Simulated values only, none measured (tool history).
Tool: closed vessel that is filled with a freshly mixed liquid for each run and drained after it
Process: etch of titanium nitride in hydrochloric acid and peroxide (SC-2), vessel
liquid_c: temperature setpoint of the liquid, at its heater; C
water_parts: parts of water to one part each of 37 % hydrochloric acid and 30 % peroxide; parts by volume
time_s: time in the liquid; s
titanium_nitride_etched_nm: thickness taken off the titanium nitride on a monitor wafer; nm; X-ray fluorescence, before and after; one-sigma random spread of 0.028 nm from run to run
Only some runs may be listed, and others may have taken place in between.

run,day,liquid_c,water_parts,time_s,titanium_nitride_etched_nm
1,0.000,48.0,10.5,810,14.6370
2,0.046,41.0,10.5,810,9.0486
3,0.138,41.0,14.0,810,7.1069
4,0.388,47.5,14.0,810,11.1520
5,0.558,47.5,12.0,810,12.8490
6,0.725,45.0,12.5,810,10.3540

Forecast run 7:
7,1.083,43.0,13.0,810,?

{"run 7": {"titanium_nitride_etched_nm": 8.699}}
